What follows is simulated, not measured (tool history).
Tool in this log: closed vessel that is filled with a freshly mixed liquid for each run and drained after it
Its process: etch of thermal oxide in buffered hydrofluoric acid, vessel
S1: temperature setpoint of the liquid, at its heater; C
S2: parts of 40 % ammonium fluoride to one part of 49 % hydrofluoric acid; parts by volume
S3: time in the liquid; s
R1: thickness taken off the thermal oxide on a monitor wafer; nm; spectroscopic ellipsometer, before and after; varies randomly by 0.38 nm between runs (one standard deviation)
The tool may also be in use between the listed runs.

Run 1, hour 0: S1 23 C, S2 15 parts by volume, S3 85 s. Result: R1 73.706 nm.
Run 2, hour 6.2: S1 23 C, S2 15 parts by volume, S3 90 s. Result: R1 77.302 nm.
Run 3, hour 14.5: S1 23 C, S2 15 parts by volume, S3 85 s. Result: R1 73.588 nm.
Run 4, hour 22.2: S1 23 C, S2 11.5 parts by volume, S3 85 s. Result: R1 94.629 nm.
Run 5, hour 26.4: S1 23 C, S2 11.5 parts by volume, S3 90 s. Result: R1 100.7 nm.
Run 6, hour 28.6: S1 22 C, S2 12.5 parts by volume, S3 90 s. Result: R1 87.284 nm.
Run 7, hour 35: S1 22 C, S2 12.5 parts by volume, S3 90 s. Result: R1 87.627 nm.
Run 8, hour 39.8: S1 21 C, S2 13 parts by volume, S3 90 s. Result: R1 80.466 nm.
Run 9, hour 41.1: S1 20.5 C, S2 13.5 parts by volume, S3 90 s. Result: R1 75.45 nm.
Run 10, hour 49.8: S1 20 C, S2 14 parts by volume, S3 90 s. Result: R1 70.578 nm.
Run 11, hour 50.5: S1 19.5 C, S2 14.5 parts by volume, S3 90 s. Result: R1 66.291 nm.
Run 12, hour 56.4: S1 19 C, S2 14.5 parts by volume, S3 90 s. Result: R1 64.436 nm.
Run 13, hour 57.9: S1 18.5 C, S2 14.5 parts by volume, S3 90 s. Result: R1 62.763 nm.
Run 14, hour 62.8: S1 18 C, S2 15 parts by volume, S3 90 s. Result: R1 58.682 nm.

What will run 15 give?
Run 15, hour 70.9: S1 17.5 C, S2 15.5 parts by volume, S3 90 s. Result: R1 ?.

R1: 55.719 nm
